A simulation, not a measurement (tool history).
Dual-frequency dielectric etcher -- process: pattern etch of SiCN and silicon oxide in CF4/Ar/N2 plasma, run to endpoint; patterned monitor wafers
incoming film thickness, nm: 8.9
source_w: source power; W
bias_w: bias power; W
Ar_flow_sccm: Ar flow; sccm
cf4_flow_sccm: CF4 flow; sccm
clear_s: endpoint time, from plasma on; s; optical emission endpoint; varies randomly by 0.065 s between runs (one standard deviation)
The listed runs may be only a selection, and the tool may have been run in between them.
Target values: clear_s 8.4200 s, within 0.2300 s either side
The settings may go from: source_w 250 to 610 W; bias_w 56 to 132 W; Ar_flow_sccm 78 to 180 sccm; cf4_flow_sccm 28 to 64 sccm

Run 1, day 0.000: source_w 430 W, bias_w 94 W, Ar_flow_sccm 129 sccm, cf4_flow_sccm 46 sccm. Result: clear_s 10.5800 s.
Run 2, day 0.204: source_w 440 W, bias_w 94 W, Ar_flow_sccm 129 sccm, cf4_flow_sccm 46 sccm. Result: clear_s 10.2460 s.
Run 3, day 0.358: source_w 440 W, bias_w 94 W, Ar_flow_sccm 149 sccm, cf4_flow_sccm 46 sccm. Result: clear_s 10.4060 s.
Run 4, day 0.442: source_w 440 W, bias_w 94 W, Ar_flow_sccm 159 sccm, cf4_flow_sccm 46 sccm. Result: clear_s 10.5240 s.
Run 5, day 0.717: source_w 440 W, bias_w 94 W, Ar_flow_sccm 159 sccm, cf4_flow_sccm 52 sccm. Result: clear_s 10.2460 s.
Run 6, day 0.838: source_w 450 W, bias_w 94 W, Ar_flow_sccm 159 sccm, cf4_flow_sccm 52 sccm. Result: clear_s 10.0880 s.
Run 7, day 1.100: source_w 460 W, bias_w 94 W, Ar_flow_sccm 159 sccm, cf4_flow_sccm 52 sccm. Result: clear_s 9.9941 s.
Run 8, day 1.471: source_w 470 W, bias_w 94 W, Ar_flow_sccm 159 sccm, cf4_flow_sccm 52 sccm. Result: clear_s 9.8162 s.
Run 9, day 1.533: source_w 480 W, bias_w 94 W, Ar_flow_sccm 159 sccm, cf4_flow_sccm 52 sccm. Result: clear_s 9.5072 s.
Run 10, day 1.721: source_w 490 W, bias_w 94 W, Ar_flow_sccm 159 sccm, cf4_flow_sccm 52 sccm. Result: clear_s 9.3280 s.

Exactly one of the 4 candidate moves below puts every result within its allowed miss. Which one?
Run A, day 1.908: source_w 570 W, bias_w 89 W, Ar_flow_sccm 150 sccm, cf4_flow_sccm 52 sccm. Result: clear_s ?.
Run B, day 1.908: source_w 490 W, bias_w 99 W, Ar_flow_sccm 157 sccm, cf4_flow_sccm 64 sccm. Result: clear_s ?.
Run C, day 1.908: source_w 510 W, bias_w 91 W, Ar_flow_sccm 158 sccm, cf4_flow_sccm 53 sccm. Result: clear_s ?.
Run D, day 1.908: source_w 590 W, bias_w 100 W, Ar_flow_sccm 153 sccm, cf4_flow_sccm 46 sccm. Result: clear_s ?.

move  clear_s
   A   8.3544
   B   8.9101
   C   9.1679
   D   7.8776
A: every result within its allowed miss
B: gains on the last run, yet a result remains outside its allowed miss
C: gains on the last run, yet a result remains outside its allowed miss
D: carries the result that was furthest off beyond its target, to the other side
Answer: A

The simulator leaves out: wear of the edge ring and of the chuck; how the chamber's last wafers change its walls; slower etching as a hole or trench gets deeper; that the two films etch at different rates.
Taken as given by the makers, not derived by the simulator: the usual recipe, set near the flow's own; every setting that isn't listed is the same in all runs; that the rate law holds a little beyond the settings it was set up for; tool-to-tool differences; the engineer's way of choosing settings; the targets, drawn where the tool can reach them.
